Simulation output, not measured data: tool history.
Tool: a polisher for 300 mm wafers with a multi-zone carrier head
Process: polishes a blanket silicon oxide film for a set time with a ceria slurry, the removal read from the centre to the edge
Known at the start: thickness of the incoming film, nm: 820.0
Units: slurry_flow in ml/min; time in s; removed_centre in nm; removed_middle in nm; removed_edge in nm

run,day,slurry_flow,centre_zone,middle_zone,edge_zone,time,removed_centre,removed_middle,removed_edge
1,0,155,1,1,1,34,150.6,151.28,147.32
2,0.354,155,1,1.07,1,34,151.24,165.86,148.43
3,0.704,150,0.98,1.06,0.98,33,142.87,152.18,140.02
4,0.817,135,0.98,1.06,0.98,33,136.5,156.06,140.62
5,1.154,135,0.96,1.05,0.96,33,132.77,152.81,141.8
6,1.421,135,0.96,1.05,0.96,39,161.68,176.1,163.75

Run 7 comes next. What will it give?
7,1.675,135,0.95,1.05,0.95,38,?,?,?

removed_centre: 153.31 nm
removed_middle: 177.7 nm
removed_edge: 158.4 nm

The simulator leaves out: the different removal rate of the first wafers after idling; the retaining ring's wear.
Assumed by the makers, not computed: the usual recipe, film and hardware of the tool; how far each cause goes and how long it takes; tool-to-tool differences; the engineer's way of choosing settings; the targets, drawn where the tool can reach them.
